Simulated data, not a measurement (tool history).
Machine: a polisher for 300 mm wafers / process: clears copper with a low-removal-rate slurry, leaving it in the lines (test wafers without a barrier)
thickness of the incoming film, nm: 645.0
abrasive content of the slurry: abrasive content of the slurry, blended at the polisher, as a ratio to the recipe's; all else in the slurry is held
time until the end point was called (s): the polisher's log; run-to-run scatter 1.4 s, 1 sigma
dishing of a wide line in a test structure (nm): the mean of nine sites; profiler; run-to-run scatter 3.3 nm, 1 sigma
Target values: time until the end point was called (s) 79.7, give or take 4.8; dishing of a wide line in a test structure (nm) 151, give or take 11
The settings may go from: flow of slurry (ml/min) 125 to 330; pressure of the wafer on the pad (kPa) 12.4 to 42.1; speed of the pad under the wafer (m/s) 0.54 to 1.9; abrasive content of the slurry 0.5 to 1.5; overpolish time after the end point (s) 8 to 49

run,hour,flow of slurry (ml/min),pressure of the wafer on the pad (kPa),speed of the pad under the wafer (m/s),abrasive content of the slurry,overpolish time after the end point (s),time until the end point was called (s),dishing of a wide line in a test structure (nm)
1,0,210,26.9,1.22,1,25,109.8,91.327
2,1.8,210,26.9,1.22,1,33,113.69,106.66
3,9.7,210,26.9,1.22,0.9,33,114.11,108.78
4,17.8,210,26.9,1.08,0.9,33,123.62,101.22
5,21.4,210,31,1.08,0.9,33,115.65,113.56
6,25,210,32.4,1.1,0.9,32,106.26,112.22
7,33.9,210,33.1,1.1,0.9,32,101.73,114.93
8,42.8,210,33.8,1.1,0.9,32,100.81,117.64
9,44.1,210,34.5,1.1,0.9,32,98.799,119.43
10,46.4,210,35.2,1.1,0.9,32,93.701,118.16
11,50.2,210,35.9,1.1,0.9,33,95.332,131.42
# hour 58.3: head pressure recalibrated
12,58.3,210,35.9,1.1,0.9,33,98.539,123.57

Of the 4 settings listed for the next run, only one would bring every result within its allowed miss of target. Which one?
A,66.4,235,40.7,1.18,0.95,28,?,?
B,66.4,210,41.4,1.46,0.85,21,?,?
C,66.4,210,38.6,1.44,0.85,27,?,?
D,66.4,250,39.3,1.22,1,39,?,?

move,time until the end point was called (s),dishing of a wide line in a test structure (nm)
A,79.382,129.62
B,66.05,121.19
C,71.599,134.51
D,78.31,158.27
A: brings the result that was furthest off to its target, and leaves another outside
B: takes the biggest miss from the last run beyond its target
C: takes the biggest miss from the last run beyond its target
D: all results in spec
Correct choice: D, which meets every target

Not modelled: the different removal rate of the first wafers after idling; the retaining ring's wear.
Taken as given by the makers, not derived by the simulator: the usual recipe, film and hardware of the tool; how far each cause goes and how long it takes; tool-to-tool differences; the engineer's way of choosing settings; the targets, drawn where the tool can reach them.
